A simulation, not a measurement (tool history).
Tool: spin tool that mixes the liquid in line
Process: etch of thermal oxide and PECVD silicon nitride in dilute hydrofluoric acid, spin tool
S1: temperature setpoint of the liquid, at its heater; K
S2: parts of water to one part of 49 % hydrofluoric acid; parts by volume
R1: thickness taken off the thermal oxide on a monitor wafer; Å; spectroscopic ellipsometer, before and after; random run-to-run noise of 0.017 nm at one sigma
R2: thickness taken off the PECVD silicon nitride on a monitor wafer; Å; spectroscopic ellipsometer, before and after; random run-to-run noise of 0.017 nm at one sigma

{"run": 1, "day": 0.0, "S1": 293.15, "S2": 145, "time under the liquid (s)": 180, "R1": 44.511, "R2": 16.634}
{"run": 2, "day": 0.242, "S1": 292.65, "S2": 150, "time under the liquid (s)": 180, "R1": 42.127, "R2": 15.416}
{"run": 3, "day": 0.575, "S1": 291.15, "S2": 150, "time under the liquid (s)": 180, "R1": 39.754, "R2": 14.054}
{"run": 4, "day": 0.858, "S1": 290.15, "S2": 150, "time under the liquid (s)": 180, "R1": 37.844, "R2": 12.701}
{"run": 5, "day": 1.158, "S1": 290.15, "S2": 155, "time under the liquid (s)": 180, "R1": 36.825, "R2": 12.604}
{"run": 6, "day": 1.35, "S1": 290.15, "S2": 160, "time under the liquid (s)": 180, "R1": 35.082, "R2": 12.23}
{"run": 7, "day": 1.438, "S1": 290.15, "S2": 165, "time under the liquid (s)": 180, "R1": 33.975, "R2": 11.999}

Run 8 is up next; what results do you expect?
{"run": 8, "day": 1.667, "S1": 290.15, "S2": 170, "time under the liquid (s)": 180, "R1": "?", "R2": "?"}

R1: 33.324 Å
R2: 11.442 Å

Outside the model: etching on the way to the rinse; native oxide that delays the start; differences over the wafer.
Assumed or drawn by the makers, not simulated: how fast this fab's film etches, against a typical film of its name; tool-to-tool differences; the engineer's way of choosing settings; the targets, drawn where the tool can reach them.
